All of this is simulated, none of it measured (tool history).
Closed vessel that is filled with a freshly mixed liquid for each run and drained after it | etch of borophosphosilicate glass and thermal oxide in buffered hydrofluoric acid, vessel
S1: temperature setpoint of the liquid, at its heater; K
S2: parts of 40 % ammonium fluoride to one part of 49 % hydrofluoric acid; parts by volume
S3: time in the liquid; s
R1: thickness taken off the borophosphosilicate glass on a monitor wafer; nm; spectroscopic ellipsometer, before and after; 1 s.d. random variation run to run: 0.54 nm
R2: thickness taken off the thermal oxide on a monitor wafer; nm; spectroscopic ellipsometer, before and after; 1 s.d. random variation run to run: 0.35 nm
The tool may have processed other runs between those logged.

run 1 day=0.000 | S1=298.15 S2=15.0 S3=60 | R1=96.828 R2=49.683
run 2 day=0.104 | S1=300.15 S2=14.5 S3=60 | R1=110.690 R2=57.271
run 3 day=0.162 | S1=300.15 S2=14.5 S3=80 | R1=147.770 R2=76.051
run 4 day=0.204 | S1=300.65 S2=14.5 S3=80 | R1=151.560 R2=78.626
run 5 day=0.496 | S1=301.15 S2=14.5 S3=80 | R1=155.670 R2=79.577
run 6 day=0.871 | S1=301.15 S2=14.5 S3=55 | R1=107.070 R2=55.144
run 7 day=1.221 | S1=302.15 S2=13.5 S3=55 | R1=121.830 R2=62.676

What will run 8 give?
run 8 day=1.492 | S1=303.15 S2=13.0 S3=55 | R1=? R2=?

{"run 8": {"R1": 133.18, "R2": 68.438}}
